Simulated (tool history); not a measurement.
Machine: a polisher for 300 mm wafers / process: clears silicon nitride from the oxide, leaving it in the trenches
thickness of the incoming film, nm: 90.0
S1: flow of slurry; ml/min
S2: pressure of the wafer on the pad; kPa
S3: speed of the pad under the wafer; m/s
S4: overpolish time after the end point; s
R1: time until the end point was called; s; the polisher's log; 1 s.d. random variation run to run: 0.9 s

run  hour   S1    S2    S3  S4      R1
  1   0.0  175  22.8  1.28   4  91.250
  2   6.4  175  25.5  1.30   4  79.541
  3  14.4  175  27.6  1.32   4  72.929
  4  15.1  175  27.6  1.08   4  91.861
  5  21.7  175  27.6  1.08   4  89.147
     23.3  -- slurry nozzle cleaned
  6  23.3  175  29.0  1.14   4  73.905
  7  24.7  175  30.3  1.14   4  69.425
  8  29.5  175  31.7  1.14   4  67.333
  9  38.1  175  32.4  1.16   4  65.934

Expected results for the next run?
 10  41.5  175  33.1  1.20   4   ?

{"run 10": {"R1": 61.313}}
